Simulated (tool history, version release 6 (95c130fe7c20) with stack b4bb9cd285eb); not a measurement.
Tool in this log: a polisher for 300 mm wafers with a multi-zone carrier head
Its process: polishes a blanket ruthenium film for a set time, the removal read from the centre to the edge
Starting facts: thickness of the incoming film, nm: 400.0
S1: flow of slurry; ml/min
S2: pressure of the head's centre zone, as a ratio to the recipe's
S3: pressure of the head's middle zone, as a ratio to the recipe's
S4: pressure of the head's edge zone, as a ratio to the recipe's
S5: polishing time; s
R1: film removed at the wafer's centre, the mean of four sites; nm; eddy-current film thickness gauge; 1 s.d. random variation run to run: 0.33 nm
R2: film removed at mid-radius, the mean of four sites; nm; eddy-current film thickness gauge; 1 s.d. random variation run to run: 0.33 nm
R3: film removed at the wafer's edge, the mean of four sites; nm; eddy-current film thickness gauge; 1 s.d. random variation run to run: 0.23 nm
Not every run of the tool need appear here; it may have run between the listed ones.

run 1 day=0 | S1=220 S2=1 S3=1 S4=1 S5=62 | R1=33.568 R2=32.705 R3=34.656
run 2 day=0.279 | S1=220 S2=1 S3=1 S4=1 S5=71 | R1=37.876 R2=37.504 R3=38.768
run 3 day=0.442 | S1=220 S2=1 S3=1.05 S4=1 S5=71 | R1=37.804 R2=38.29 R3=40.01
run 4 day=0.604 | S1=215 S2=1.01 S3=1.02 S4=1.01 S5=68 | R1=36.386 R2=35.812 R3=37.762
run 5 day=0.667 | S1=215 S2=0.96 S3=1.02 S4=1.01 S5=68 | R1=34.296 R2=35.854 R3=38.179
run 6 day=0.788 | S1=215 S2=0.96 S3=1.02 S4=1.01 S5=59 | R1=29.41 R2=31.855 R3=33.485
run 7 day=1.108 | S1=210 S2=0.97 S3=0.99 S4=1.01 S5=58 | R1=29.632 R2=29.73 R3=32.875
run 8 day=1.471 | S1=205 S2=0.98 S3=0.98 S4=0.99 S5=57 | R1=29.524 R2=28.941 R3=31.616
run 9 day=1.792 | S1=200 S2=0.99 S3=0.97 S4=0.98 S5=57 | R1=29.841 R2=28.908 R3=31.442
run 10 day=1.946 | S1=195 S2=1 S3=0.95 S4=0.97 S5=57 | R1=29.683 R2=28.764 R3=30.932
run 11 day=2.229 | S1=195 S2=1.01 S3=0.93 S4=0.97 S5=56 | R1=29.252 R2=28.144 R3=30.057

Predict the results of run 12:
run 12 day=2.483 | S1=195 S2=1.03 S3=0.91 S4=0.98 S5=55 | R1=? R2=? R3=?

R1: 29.438 nm
R2: 26.958 nm
R3: 30.092 nm
